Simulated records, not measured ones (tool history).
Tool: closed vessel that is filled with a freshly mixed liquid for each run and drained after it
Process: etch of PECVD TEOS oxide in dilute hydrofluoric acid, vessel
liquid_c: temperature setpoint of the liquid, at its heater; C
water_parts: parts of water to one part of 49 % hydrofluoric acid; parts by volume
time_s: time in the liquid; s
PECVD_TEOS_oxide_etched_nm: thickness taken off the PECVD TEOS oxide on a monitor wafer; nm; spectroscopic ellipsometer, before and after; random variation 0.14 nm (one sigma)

| run | day | liquid_c | water_parts | time_s | PECVD_TEOS_oxide_etched_nm |
|---|---|---|---|---|---|
| 1 | 0.000 | 22.0 | 95 | 95 | 20.339 |
| 2 | 0.108 | 18.5 | 95 | 95 | 17.571 |
| 3 | 0.267 | 21.5 | 95 | 95 | 19.824 |
| 4 | 0.300 | 23.5 | 95 | 95 | 21.607 |
| 5 | 0.367 | 25.0 | 95 | 95 | 22.657 |
| 6 | 0.479 | 25.0 | 70 | 95 | 32.074 |
| 7 | 0.588 | 23.5 | 70 | 95 | 30.111 |

Run 8 comes next. What will it give?
| 8 | 0.962 | 23.5 | 70 | 95 | ? |

{"run 8": {"PECVD_TEOS_oxide_etched_nm": 29.817}}

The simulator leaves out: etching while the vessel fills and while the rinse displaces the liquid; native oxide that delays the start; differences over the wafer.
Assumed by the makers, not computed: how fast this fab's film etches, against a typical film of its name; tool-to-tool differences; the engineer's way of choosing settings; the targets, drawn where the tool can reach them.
